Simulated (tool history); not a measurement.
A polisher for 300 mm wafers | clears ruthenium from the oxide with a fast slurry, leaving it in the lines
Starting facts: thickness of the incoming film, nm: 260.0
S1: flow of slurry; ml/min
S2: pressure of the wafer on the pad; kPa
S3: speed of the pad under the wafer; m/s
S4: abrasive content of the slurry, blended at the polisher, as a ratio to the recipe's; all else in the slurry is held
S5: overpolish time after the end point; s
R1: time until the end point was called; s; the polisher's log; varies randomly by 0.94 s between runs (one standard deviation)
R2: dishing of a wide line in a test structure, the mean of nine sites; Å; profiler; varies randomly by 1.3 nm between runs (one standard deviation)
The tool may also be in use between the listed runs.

run,hour,S1,S2,S3,S4,S5,R1,R2
1,0,215,18.6,0.8,1,29,102.31,584.36
2,1.4,215,18.6,0.8,1,30,102.57,567.09
3,9.9,215,22.1,0.8,1,30,89.691,639.11
4,13.6,215,22.1,0.8,1,31,89.963,678.48
5,21.6,215,22.1,0.8,0.8,31,101.12,617.95
# hour 30.4: worn pad replaced by a new one
6,30.4,215,22.1,0.8,0.65,31,108.54,576.43
7,35,215,22.8,0.8,0.65,32,105.82,592.4
8,38.4,215,22.8,0.8,0.65,33,104.2,620.19
9,46.7,215,22.8,0.8,0.65,34,105.42,627.52
10,52.8,215,22.8,0.8,0.65,35,105.31,651.71
11,60.2,215,22.8,0.8,0.65,36,106.02,658.84
12,65.9,215,22.8,0.8,0.65,37,106.63,693.24

Run 13, settings as shown, results not yet in. Your forecast:
13,73.2,220,24.1,0.8,0.65,39,?,?

R1: 100.73 s
R2: 745.49 Å
